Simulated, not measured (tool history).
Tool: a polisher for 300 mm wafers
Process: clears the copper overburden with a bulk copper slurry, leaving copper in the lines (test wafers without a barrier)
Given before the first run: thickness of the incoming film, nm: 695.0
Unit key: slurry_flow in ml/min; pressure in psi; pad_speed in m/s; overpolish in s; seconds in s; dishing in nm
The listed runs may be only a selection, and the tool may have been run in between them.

{"run": 1, "hour": 0.0, "slurry_flow": 175, "pressure": 2.5, "pad_speed": 1.1, "slurry_solids": 1.0, "overpolish": 18, "seconds": 64.4, "dishing": 51.281}
{"run": 2, "hour": 5.4, "slurry_flow": 175, "pressure": 2.1, "pad_speed": 1.18, "slurry_solids": 1.0, "overpolish": 15, "seconds": 73.159, "dishing": 47.616}
{"run": 3, "hour": 9.7, "slurry_flow": 175, "pressure": 2.1, "pad_speed": 1.18, "slurry_solids": 0.9, "overpolish": 15, "seconds": 71.363, "dishing": 48.543}
{"run": 4, "hour": 15.1, "slurry_flow": 195, "pressure": 1.9, "pad_speed": 1.2, "slurry_solids": 1.05, "overpolish": 12, "seconds": 74.484, "dishing": 43.708}
{"run": 5, "hour": 20.7, "slurry_flow": 215, "pressure": 1.7, "pad_speed": 1.22, "slurry_solids": 1.15, "overpolish": 10, "seconds": 79.94, "dishing": 39.865}
{"run": 6, "hour": 23.5, "slurry_flow": 245, "pressure": 1.7, "pad_speed": 1.22, "slurry_solids": 1.15, "overpolish": 10, "seconds": 76.749, "dishing": 38.496}
{"run": 7, "hour": 27.4, "slurry_flow": 250, "pressure": 1.5, "pad_speed": 1.24, "slurry_solids": 1.25, "overpolish": 9, "seconds": 82.591, "dishing": 34.136}

Expected results for the next run?
{"run": 8, "hour": 34.4, "slurry_flow": 255, "pressure": 1.4, "pad_speed": 1.28, "slurry_solids": 1.3, "overpolish": 8, "seconds": "?", "dishing": "?"}

seconds: 81.999 s
dishing: 32.597 nm
